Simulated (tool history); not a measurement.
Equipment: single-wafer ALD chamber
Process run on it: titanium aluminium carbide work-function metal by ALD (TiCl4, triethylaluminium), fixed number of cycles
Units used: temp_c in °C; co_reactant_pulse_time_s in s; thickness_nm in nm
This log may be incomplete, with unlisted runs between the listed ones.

| run | hour | temp_c | co_reactant_pulse_time_s | thickness_nm |
|---|---|---|---|---|
| 1 | 0 | 320 | 8.08 | 2.1318 |
| 2 | 5.2 | 315 | 7.47 | 2.0505 |
| 3 | 6.3 | 312 | 7.17 | 2.0039 |
| 4 | 9.7 | 312 | 8.19 | 2.0838 |
| 5 | 18.6 | 312 | 9.77 | 2.1365 |
| 6 | 22.9 | 308 | 9 | 2.0714 |

Estimate the outcome of run 7 from the log above:
| 7 | 26.4 | 308 | 9 | ? |

{"run 7": {"thickness_nm": 2.0754}}
